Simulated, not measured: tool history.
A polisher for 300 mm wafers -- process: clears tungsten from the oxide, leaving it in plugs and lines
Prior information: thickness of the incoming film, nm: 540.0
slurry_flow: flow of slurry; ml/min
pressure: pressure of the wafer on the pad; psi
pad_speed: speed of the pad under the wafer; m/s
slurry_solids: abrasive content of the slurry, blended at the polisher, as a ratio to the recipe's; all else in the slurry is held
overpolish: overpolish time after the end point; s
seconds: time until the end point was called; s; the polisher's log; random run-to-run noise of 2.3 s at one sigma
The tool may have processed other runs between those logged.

Run 1, hour 0: slurry_flow 230 ml/min, pressure 4.6 psi, pad_speed 1.38 m/s, slurry_solids 1, overpolish 27 s. Result: seconds 81.92 s.
Run 2, hour 7.7: slurry_flow 230 ml/min, pressure 4.6 psi, pad_speed 1.5 m/s, slurry_solids 1, overpolish 27 s. Result: seconds 76.092 s.
Run 3, hour 14.6: slurry_flow 230 ml/min, pressure 4.1 psi, pad_speed 1.46 m/s, slurry_solids 1, overpolish 27 s. Result: seconds 86.141 s.
Run 4, hour 15.7: slurry_flow 230 ml/min, pressure 4.1 psi, pad_speed 1.46 m/s, slurry_solids 1, overpolish 29 s. Result: seconds 88.472 s.
Run 5, hour 19.2: slurry_flow 230 ml/min, pressure 3.7 psi, pad_speed 1.44 m/s, slurry_solids 1, overpolish 29 s. Result: seconds 98.389 s.
Run 6, hour 21.6: slurry_flow 230 ml/min, pressure 3.7 psi, pad_speed 1.2 m/s, slurry_solids 1, overpolish 29 s. Result: seconds 117.59 s.
At hour 29.8: slurry nozzle cleaned.
Run 7, hour 29.8: slurry_flow 230 ml/min, pressure 3.5 psi, pad_speed 1.2 m/s, slurry_solids 1, overpolish 29 s. Result: seconds 115.97 s.
Run 8, hour 33: slurry_flow 230 ml/min, pressure 3.3 psi, pad_speed 1.2 m/s, slurry_solids 1, overpolish 29 s. Result: seconds 122.95 s.

Estimate the outcome of run 9 from the log above:
Run 9, hour 41.2: slurry_flow 230 ml/min, pressure 3.2 psi, pad_speed 1.2 m/s, slurry_solids 1, overpolish 29 s. Result: seconds ?.

seconds: 122.81 s

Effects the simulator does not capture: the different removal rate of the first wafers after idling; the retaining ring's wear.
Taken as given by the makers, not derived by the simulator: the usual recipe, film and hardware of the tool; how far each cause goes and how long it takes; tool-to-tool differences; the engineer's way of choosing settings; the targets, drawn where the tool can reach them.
